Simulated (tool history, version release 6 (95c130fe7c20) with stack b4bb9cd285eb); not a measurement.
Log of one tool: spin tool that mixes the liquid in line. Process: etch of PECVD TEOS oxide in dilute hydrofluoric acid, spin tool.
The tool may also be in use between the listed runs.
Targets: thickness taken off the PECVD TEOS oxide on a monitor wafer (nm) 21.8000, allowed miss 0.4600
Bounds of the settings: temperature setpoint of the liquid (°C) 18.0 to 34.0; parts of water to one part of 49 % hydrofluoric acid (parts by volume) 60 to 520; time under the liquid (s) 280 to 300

run	hour	temperature setpoint of the liquid (°C)	parts of water to one part of 49 % hydrofluoric acid (parts by volume)	time under the liquid (s)	thickness taken off the PECVD TEOS oxide on a monitor wafer (nm)
1	0.0	26.0	290	280	8.1093
2	7.9	26.0	355	280	6.1516
3	15.9	27.5	310	280	7.8471
4	24.5	28.5	275	280	9.4152
5	28.6	30.0	275	280	9.8546
6	34.6	30.5	245	280	11.7540
7	39.5	34.0	130	280	29.1330
8	43.4	33.0	130	280	27.7800
9	46.4	29.0	135	280	23.2630
10	54.5	29.0	135	280	23.3880
11	60.2	28.5	135	280	22.7060
12	62.5	28.0	135	280	22.4820

Which of these 5 next moves meets every target?
A	64.8	32.0	165	300	?
B	64.8	29.5	145	300	?
C	64.8	26.0	135	285	?
D	64.8	25.5	135	280	?
E	64.8	28.0	135	290	?

move	thickness taken off the PECVD TEOS oxide on a monitor wafer (nm)
A	21.8340
B	23.3440
C	21.1860
D	20.4230
E	23.2370
A: meets every target
B: further off than the last run
C: takes the result that was furthest off past its target
D: takes the result that was furthest off past its target
E: further off than the last run
Move A is the one to make.
